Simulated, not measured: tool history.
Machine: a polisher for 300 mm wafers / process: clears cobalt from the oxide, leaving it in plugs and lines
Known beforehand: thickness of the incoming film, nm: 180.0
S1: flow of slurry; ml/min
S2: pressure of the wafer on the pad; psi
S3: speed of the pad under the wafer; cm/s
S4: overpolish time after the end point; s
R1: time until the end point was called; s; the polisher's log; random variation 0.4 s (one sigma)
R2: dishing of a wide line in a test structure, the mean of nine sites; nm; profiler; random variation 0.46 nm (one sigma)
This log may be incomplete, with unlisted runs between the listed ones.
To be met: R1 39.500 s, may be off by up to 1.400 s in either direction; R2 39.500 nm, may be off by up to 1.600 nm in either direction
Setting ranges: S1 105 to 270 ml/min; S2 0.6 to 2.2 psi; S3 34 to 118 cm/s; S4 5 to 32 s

run    day   S1   S2  S3  S4      R1      R2
  1  0.000  175  1.4  76  16  73.915  30.959
  2  0.242  155  1.4  76  16  75.313  30.944
  3  0.421  155  1.4  86  16  67.047  32.988
  4  0.525  155  1.6  86  16  59.186  35.274
  5  0.704  175  1.6  86  16  57.557  35.454
  6  0.933  175  1.6  74  16  66.602  32.754
  7  0.983  180  1.7  76  16  61.839  35.063
  8  1.133  185  1.8  78  15  55.850  34.567
  9  1.200  190  1.9  80  15  51.245  36.548
 10  1.367  195  2.0  80  15  48.898  37.969
 11  1.554  195  2.2  88  12  41.057  36.888

5 candidate next runs follow, results not yet known. Just one meets every target within its allowed miss. Identify it.
  A  1.742  195  2.0  94  11   ?   ?
  B  1.742  195  2.2  98  15   ?   ?
  C  1.742  195  2.1  82  15   ?   ?
  D  1.742  150  2.2  94  13   ?   ?
  E  1.742  170  2.1  92  11   ?   ?

move      R1      R2
   A  42.787  34.799
   B  37.478  43.359
   C  46.332  39.438
   D  40.462  39.230
   E  42.402  34.974
A: lands further from the targets than the last run did
B: the result that was furthest off in the last run now lies on the other side of its target
C: meets the target for the result that was furthest off, but another lies outside its allowed miss
D: every result within its allowed miss
E: lands further from the targets than the last run did
Answer: D
